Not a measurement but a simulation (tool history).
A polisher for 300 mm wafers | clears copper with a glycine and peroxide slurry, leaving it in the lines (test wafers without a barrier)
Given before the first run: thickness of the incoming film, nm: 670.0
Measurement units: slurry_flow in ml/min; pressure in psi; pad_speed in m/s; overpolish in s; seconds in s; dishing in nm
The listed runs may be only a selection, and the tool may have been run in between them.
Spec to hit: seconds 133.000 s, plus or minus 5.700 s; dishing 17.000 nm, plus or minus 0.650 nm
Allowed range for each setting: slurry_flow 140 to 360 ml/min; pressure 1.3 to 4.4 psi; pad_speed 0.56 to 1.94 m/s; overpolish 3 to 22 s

| run | hour | slurry_flow | pressure | pad_speed | overpolish | seconds | dishing |
|---|---|---|---|---|---|---|---|
| 1 | 0.0 | 230 | 2.8 | 1.24 | 11 | 98.342 | 17.974 |
| 2 | 7.8 | 230 | 2.8 | 1.42 | 11 | 90.059 | 18.381 |
| 3 | 8.5 | 230 | 2.8 | 1.42 | 9 | 89.958 | 17.764 |
| 4 | 9.2 | 230 | 2.8 | 1.42 | 6 | 89.698 | 16.300 |
| 5 | 17.1 | 230 | 2.6 | 1.42 | 6 | 93.433 | 16.061 |
| 6 | 25.7 | 230 | 2.6 | 1.18 | 6 | 111.000 | 15.481 |
| 7 | 34.0 | 230 | 1.9 | 1.20 | 12 | 142.770 | 18.572 |
| 8 | 37.1 | 230 | 1.9 | 1.20 | 11 | 140.550 | 17.835 |

Which of these 5 next moves meets every target?
| A | 40.2 | 280 | 2.2 | 1.06 | 12 | ? | ? |
| B | 40.2 | 240 | 1.9 | 1.20 | 13 | ? | ? |
| C | 40.2 | 295 | 1.8 | 1.52 | 10 | ? | ? |
| D | 40.2 | 225 | 1.4 | 1.56 | 18 | ? | ? |
| E | 40.2 | 250 | 2.0 | 1.24 | 9 | ? | ? |

| move | seconds | dishing |
|---|---|---|
| A | 133.570 | 18.669 |
| B | 138.770 | 18.859 |
| C | 119.090 | 17.929 |
| D | 146.210 | 19.727 |
| E | 129.500 | 17.196 |
A: gets the furthest-off result to its target, but another result is out of tolerance
B: the biggest miss grows against the last run
C: moves the result that the last run missed by most past its target, out the other side
D: the biggest miss grows against the last run
E: meets every target
The move that meets every target is E.
